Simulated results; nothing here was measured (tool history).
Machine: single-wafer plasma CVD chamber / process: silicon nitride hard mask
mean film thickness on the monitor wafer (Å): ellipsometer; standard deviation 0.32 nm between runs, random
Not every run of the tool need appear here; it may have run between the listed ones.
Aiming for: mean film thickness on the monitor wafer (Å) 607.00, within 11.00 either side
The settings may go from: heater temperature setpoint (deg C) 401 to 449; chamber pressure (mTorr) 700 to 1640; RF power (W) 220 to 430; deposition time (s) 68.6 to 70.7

run,day,heater temperature setpoint (deg C),chamber pressure (mTorr),RF power (W),deposition time (s),mean film thickness on the monitor wafer (Å)
1,0.000,425,1170,325,68.6,831.21
2,0.133,425,1070,325,68.6,801.32
3,0.200,425,1070,325,70.7,821.88
4,0.283,425,960,300,70.4,750.93
5,0.604,425,1050,300,70.4,784.58
6,0.879,425,1180,300,70.4,826.06
7,0.904,425,1030,280,70.1,755.00
8,0.988,425,800,230,69.0,594.34

Which single option among these 5 for the next run brings every result within its allowed miss of target? Just one does.
A,1.071,424,770,275,70.7,?
B,1.071,421,850,220,68.6,?
C,1.071,432,830,240,70.7,?
D,1.071,418,810,220,68.6,?
E,1.071,414,810,260,69.1,?

move,mean film thickness on the monitor wafer (Å)
A,638.87
B,603.44
C,631.68
D,586.27
E,633.68
A: pushes the last run's worst result past its target
B: all results in spec
C: pushes the last run's worst result past its target
D: further off than the last run
E: pushes the last run's worst result past its target
So the answer is move B, the one that meets all the targets.
